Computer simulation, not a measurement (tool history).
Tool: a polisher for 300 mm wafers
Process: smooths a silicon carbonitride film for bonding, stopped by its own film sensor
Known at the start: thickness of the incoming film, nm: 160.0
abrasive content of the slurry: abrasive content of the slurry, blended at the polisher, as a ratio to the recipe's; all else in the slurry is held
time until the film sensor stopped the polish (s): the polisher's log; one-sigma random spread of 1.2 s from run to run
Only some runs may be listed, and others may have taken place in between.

| run | hour | flow of slurry (ml/min) | pressure of the wafer on the pad (kPa) | speed of the pad under the wafer (cm/s) | abrasive content of the slurry | target thickness at which the film sensor stops the polish (Å) | time until the film sensor stopped the polish (s) |
|---|---|---|---|---|---|---|---|
| 1 | 0 | 160 | 9.7 | 106 | 1 | 1400 | 116.28 |
| 2 | 5.2 | 160 | 10.3 | 106 | 1 | 1400 | 110.51 |
| 3 | 11.9 | 160 | 11 | 106 | 1 | 1400 | 105.48 |
| 4 | 19 | 160 | 11.7 | 106 | 1 | 1400 | 98.251 |
| 5 | 23.6 | 160 | 9.7 | 106 | 1 | 1400 | 118.87 |
| 6 | 27.6 | 160 | 9.7 | 106 | 1 | 1400 | 118.5 |

Forecast run 7:
| 7 | 33.4 | 160 | 9.7 | 106 | 1 | 1400 | ? |

Run 7 measured time until the film sensor stopped the polish (s) 120.05.
